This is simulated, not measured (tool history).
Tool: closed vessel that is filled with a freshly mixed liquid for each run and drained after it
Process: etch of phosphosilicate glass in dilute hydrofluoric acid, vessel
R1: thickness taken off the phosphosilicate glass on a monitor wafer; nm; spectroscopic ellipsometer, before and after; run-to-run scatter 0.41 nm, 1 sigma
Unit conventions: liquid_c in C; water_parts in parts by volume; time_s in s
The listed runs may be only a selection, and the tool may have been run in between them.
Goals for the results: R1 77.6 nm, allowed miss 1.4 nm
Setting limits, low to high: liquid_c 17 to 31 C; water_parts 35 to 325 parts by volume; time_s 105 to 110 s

{"run": 1, "hour": 0.0, "liquid_c": 23, "water_parts": 180, "time_s": 105, "R1": 57.351}
{"run": 2, "hour": 1.8, "liquid_c": 24, "water_parts": 180, "time_s": 105, "R1": 59.987}
{"run": 3, "hour": 6.1, "liquid_c": 25, "water_parts": 180, "time_s": 105, "R1": 61.95}
{"run": 4, "hour": 12.6, "liquid_c": 25, "water_parts": 120, "time_s": 105, "R1": 99.865}
{"run": 5, "hour": 18.9, "liquid_c": 25, "water_parts": 170, "time_s": 105, "R1": 66.461}
{"run": 6, "hour": 26.1, "liquid_c": 25.5, "water_parts": 170, "time_s": 105, "R1": 67.648}
{"hour": 32.9, "done": "hydrofluoric acid flow meter replaced"}
{"run": 7, "hour": 32.9, "liquid_c": 26, "water_parts": 170, "time_s": 105, "R1": 64.543}
{"run": 8, "hour": 41.5, "liquid_c": 26, "water_parts": 165, "time_s": 105, "R1": 66.128}

Pick the move, out of 5, that brings all results within their allowed miss; only one does.
{"run": "A", "hour": 50.1, "liquid_c": 30.5, "water_parts": 160, "time_s": 105, "R1": "?"}
{"run": "B", "hour": 50.1, "liquid_c": 24.5, "water_parts": 135, "time_s": 105, "R1": "?"}
{"run": "C", "hour": 50.1, "liquid_c": 27, "water_parts": 150, "time_s": 110, "R1": "?"}
{"run": "D", "hour": 50.1, "liquid_c": 27, "water_parts": 165, "time_s": 110, "R1": "?"}
{"run": "E", "hour": 50.1, "liquid_c": 27, "water_parts": 150, "time_s": 105, "R1": "?"}

move=A R1=81.458
move=B R1=79.784
move=C R1=81.195
move=D R1=72.483
move=E R1=77.504
A: pushes the last run's worst result past its target
B: pushes the last run's worst result past its target
C: pushes the last run's worst result past its target
D: better than the last run, though not everything is in spec
E: hits every target within its allowed miss
Answer: E

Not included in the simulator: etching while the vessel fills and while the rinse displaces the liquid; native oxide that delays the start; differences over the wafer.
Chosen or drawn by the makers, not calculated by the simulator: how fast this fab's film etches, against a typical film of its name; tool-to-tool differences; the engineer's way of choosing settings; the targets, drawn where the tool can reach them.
